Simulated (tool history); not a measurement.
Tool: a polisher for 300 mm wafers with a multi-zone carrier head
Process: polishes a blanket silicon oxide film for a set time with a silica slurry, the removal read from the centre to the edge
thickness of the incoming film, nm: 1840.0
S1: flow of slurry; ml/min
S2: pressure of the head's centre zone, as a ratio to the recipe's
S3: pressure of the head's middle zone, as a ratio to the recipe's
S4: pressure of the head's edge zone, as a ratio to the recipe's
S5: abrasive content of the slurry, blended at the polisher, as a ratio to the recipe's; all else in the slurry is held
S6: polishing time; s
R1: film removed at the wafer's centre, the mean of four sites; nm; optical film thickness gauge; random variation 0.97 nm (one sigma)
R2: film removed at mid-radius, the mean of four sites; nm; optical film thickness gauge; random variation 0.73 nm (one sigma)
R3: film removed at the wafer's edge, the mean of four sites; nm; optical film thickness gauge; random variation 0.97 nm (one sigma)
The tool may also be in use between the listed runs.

| run | hour | S1 | S2 | S3 | S4 | S5 | S6 | R1 | R2 | R3 |
|---|---|---|---|---|---|---|---|---|---|---|
| 1 | 0.0 | 215 | 1.00 | 1.00 | 1.00 | 1.00 | 46 | 134.22 | 138.44 | 138.20 |
| 2 | 4.5 | 205 | 0.97 | 0.96 | 0.98 | 0.90 | 45 | 122.39 | 123.51 | 126.34 |
| 3 | 10.2 | 235 | 0.97 | 0.96 | 0.98 | 0.90 | 45 | 121.65 | 121.75 | 125.22 |
| 4 | 16.5 | 195 | 0.97 | 0.96 | 0.98 | 0.90 | 45 | 117.94 | 120.44 | 127.01 |
| 5 | 25.3 | 200 | 0.94 | 0.94 | 0.96 | 0.80 | 44 | 104.49 | 108.12 | 114.28 |
| 6 | 30.4 | 200 | 0.94 | 0.94 | 0.96 | 0.80 | 55 | 133.85 | 135.08 | 140.21 |
| 7 | 31.9 | 200 | 0.91 | 0.92 | 0.93 | 0.75 | 53 | 118.67 | 124.15 | 128.72 |
| 8 | 40.9 | 200 | 0.90 | 0.90 | 0.91 | 0.70 | 51 | 105.75 | 112.71 | 121.46 |

Run 9 comes next. What will it give?
| 9 | 47.7 | 205 | 0.91 | 0.90 | 0.90 | 0.65 | 49 | ? | ? | ? |

Run 9 gave R1 101.01 nm, R2 102.26 nm, R3 110.50 nm.
